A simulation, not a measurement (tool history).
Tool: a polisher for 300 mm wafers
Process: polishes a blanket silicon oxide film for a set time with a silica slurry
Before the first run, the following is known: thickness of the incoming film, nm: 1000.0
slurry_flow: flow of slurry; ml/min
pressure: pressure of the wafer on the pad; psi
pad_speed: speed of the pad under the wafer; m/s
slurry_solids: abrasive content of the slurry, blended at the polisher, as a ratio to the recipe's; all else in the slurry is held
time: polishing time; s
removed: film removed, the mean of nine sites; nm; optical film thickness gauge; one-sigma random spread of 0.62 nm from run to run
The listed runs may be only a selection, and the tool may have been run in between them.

| run | hour | slurry_flow | pressure | pad_speed | slurry_solids | time | removed |
|---|---|---|---|---|---|---|---|
| 1 | 0 | 260 | 4.2 | 1.1 | 1 | 46 | 165.76 |
| 2 | 5.5 | 260 | 4.2 | 1.1 | 1 | 48 | 172.72 |
| 3 | 7.2 | 260 | 3.9 | 1.08 | 1 | 48 | 160.22 |
| 4 | 8.2 | 260 | 3.7 | 1.04 | 1 | 48 | 147.48 |
| 5 | 15.4 | 260 | 3.5 | 1.02 | 1 | 48 | 138.71 |
| 6 | 21.1 | 260 | 3.5 | 1.02 | 1.2 | 48 | 149.34 |
| 7 | 27.5 | 260 | 3.3 | 0.98 | 1.2 | 48 | 138.05 |
| 8 | 30.4 | 260 | 3.1 | 0.96 | 1.2 | 48 | 129.2 |
| 9 | 37 | 260 | 3 | 0.94 | 1.2 | 48 | 124.77 |
| 10 | 37.7 | 260 | 2.9 | 0.92 | 1.2 | 48 | 117.5 |
| 11 | 39.8 | 260 | 2.9 | 0.92 | 1.2 | 48 | 119.08 |
| 12 | 45.3 | 260 | 2.8 | 0.9 | 1.2 | 48 | 111.43 |
| 13 | 46.1 | 260 | 2.7 | 0.9 | 1.2 | 48 | 108.05 |
| 14 | 55.1 | 260 | 2.6 | 0.9 | 1.2 | 48 | 103.57 |

Forecast run 15:
| 15 | 56.5 | 260 | 2.5 | 0.9 | 1.2 | 48 | ? |

removed: 100.69 nm
